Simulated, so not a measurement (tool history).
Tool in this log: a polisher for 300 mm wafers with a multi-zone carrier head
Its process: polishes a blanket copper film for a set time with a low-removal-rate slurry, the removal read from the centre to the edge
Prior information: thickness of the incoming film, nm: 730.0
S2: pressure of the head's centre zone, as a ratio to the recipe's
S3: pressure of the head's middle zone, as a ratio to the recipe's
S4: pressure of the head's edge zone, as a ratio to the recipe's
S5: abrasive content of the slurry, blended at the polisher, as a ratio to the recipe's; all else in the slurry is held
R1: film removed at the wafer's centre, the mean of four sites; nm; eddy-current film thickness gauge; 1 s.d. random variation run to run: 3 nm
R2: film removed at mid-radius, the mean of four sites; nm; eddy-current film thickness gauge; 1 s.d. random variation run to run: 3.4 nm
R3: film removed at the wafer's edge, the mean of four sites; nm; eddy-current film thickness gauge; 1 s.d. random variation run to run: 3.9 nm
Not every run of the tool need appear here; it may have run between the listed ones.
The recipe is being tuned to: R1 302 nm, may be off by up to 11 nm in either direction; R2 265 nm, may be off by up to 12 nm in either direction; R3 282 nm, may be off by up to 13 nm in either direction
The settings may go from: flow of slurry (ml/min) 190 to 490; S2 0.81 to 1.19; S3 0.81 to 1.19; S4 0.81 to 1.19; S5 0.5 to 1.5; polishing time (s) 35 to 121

{"run": 1, "hour": 0.0, "flow of slurry (ml/min)": 315, "S2": 1, "S3": 1, "S4": 1, "S5": 1, "polishing time (s)": 78, "R1": 209.02, "R2": 234.68, "R3": 242.29}
{"run": 2, "hour": 5.5, "flow of slurry (ml/min)": 325, "S2": 1.06, "S3": 0.99, "S4": 1, "S5": 1.15, "polishing time (s)": 80, "R1": 238.28, "R2": 247.69, "R3": 247.02}
{"run": 3, "hour": 10.3, "flow of slurry (ml/min)": 325, "S2": 1.09, "S3": 0.97, "S4": 1.03, "S5": 1.25, "polishing time (s)": 82, "R1": 251.91, "R2": 254.78, "R3": 258.4}
{"run": 4, "hour": 14.0, "flow of slurry (ml/min)": 330, "S2": 1.12, "S3": 0.95, "S4": 1.04, "S5": 1.3, "polishing time (s)": 84, "R1": 267.88, "R2": 262.96, "R3": 271.7}
{"run": 5, "hour": 21.1, "flow of slurry (ml/min)": 335, "S2": 1.14, "S3": 0.93, "S4": 1.03, "S5": 1.35, "polishing time (s)": 85, "R1": 273.69, "R2": 259.32, "R3": 271.16}
{"run": 6, "hour": 28.7, "flow of slurry (ml/min)": 335, "S2": 1.14, "S3": 0.93, "S4": 1.03, "S5": 1.35, "polishing time (s)": 71, "R1": 233.02, "R2": 215.11, "R3": 229.43}
{"run": 7, "hour": 34.0, "flow of slurry (ml/min)": 345, "S2": 1.16, "S3": 0.92, "S4": 1.03, "S5": 1.4, "polishing time (s)": 76, "R1": 256.05, "R2": 240.02, "R3": 249.39}
{"run": 8, "hour": 41.7, "flow of slurry (ml/min)": 345, "S2": 1.17, "S3": 0.9, "S4": 1.02, "S5": 1.4, "polishing time (s)": 80, "R1": 267.65, "R2": 246.19, "R3": 260.09}

Consider the 4 candidate settings below. Which is the only one whose results all fall within their allowed miss of target?
{"run": "A", "hour": 49.4, "flow of slurry (ml/min)": 360, "S2": 1.15, "S3": 0.98, "S4": 1, "S5": 1.5, "polishing time (s)": 76, "R1": "?", "R2": "?", "R3": "?"}
{"run": "B", "hour": 49.4, "flow of slurry (ml/min)": 275, "S2": 1.17, "S3": 0.89, "S4": 0.96, "S5": 1.2, "polishing time (s)": 93, "R1": "?", "R2": "?", "R3": "?"}
{"run": "C", "hour": 49.4, "flow of slurry (ml/min)": 440, "S2": 1.19, "S3": 0.9, "S4": 0.95, "S5": 1.4, "polishing time (s)": 81, "R1": "?", "R2": "?", "R3": "?"}
{"run": "D", "hour": 49.4, "flow of slurry (ml/min)": 345, "S2": 1.16, "S3": 0.96, "S4": 1.04, "S5": 1.5, "polishing time (s)": 89, "R1": "?", "R2": "?", "R3": "?"}

move=A R1=260.21 R2=248.67 R3=248.13
move=B R1=302.56 R2=263.07 R3=281.16
move=C R1=288.46 R2=247.71 R3=258.37
move=D R1=306.09 R2=285.1 R3=295.4
A: moves away from the targets compared with the last run
B: hits every target within its allowed miss
C: an improvement on the last run, though not all results are within tolerance
D: meets the target for the result that was furthest off, but another lies outside its allowed miss
Go with B: it meets all targets.
